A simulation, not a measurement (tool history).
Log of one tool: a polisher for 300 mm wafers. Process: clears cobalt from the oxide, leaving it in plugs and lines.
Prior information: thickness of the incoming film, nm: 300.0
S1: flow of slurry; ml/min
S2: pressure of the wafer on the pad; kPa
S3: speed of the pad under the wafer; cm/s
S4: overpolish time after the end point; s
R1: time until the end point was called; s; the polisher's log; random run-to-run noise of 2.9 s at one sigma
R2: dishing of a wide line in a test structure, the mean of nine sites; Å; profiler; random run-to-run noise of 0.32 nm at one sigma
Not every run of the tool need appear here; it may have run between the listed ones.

| run | hour | S1 | S2 | S3 | S4 | R1 | R2 |
|---|---|---|---|---|---|---|---|
| 1 | 0 | 255 | 11 | 104 | 25 | 75.697 | 537.15 |
| 2 | 8.7 | 245 | 9.7 | 96 | 21 | 88.845 | 449.72 |
| 3 | 10.5 | 225 | 8.3 | 86 | 18 | 112.4 | 343.67 |
| 4 | 11.9 | 225 | 8.3 | 70 | 18 | 133.02 | 300.47 |
| 5 | 13.8 | 210 | 8.3 | 64 | 16 | 148.5 | 248.3 |
| 6 | 16.8 | 185 | 8.3 | 64 | 16 | 154.8 | 242.25 |
| 7 | 19.9 | 180 | 9 | 60 | 14 | 149.76 | 234.32 |
| 8 | 28.6 | 175 | 9 | 56 | 13 | 156.13 | 195.85 |
| 9 | 34.6 | 170 | 9.7 | 54 | 12 | 156.28 | 195.45 |
| 10 | 36.5 | 165 | 10.3 | 52 | 11 | 146.7 | 177.26 |

Predict the results of run 11:
| 11 | 42.3 | 165 | 10.3 | 50 | 10 | ? | ? |

{"run 11": {"R1": 154.34, "R2": 165.93}}

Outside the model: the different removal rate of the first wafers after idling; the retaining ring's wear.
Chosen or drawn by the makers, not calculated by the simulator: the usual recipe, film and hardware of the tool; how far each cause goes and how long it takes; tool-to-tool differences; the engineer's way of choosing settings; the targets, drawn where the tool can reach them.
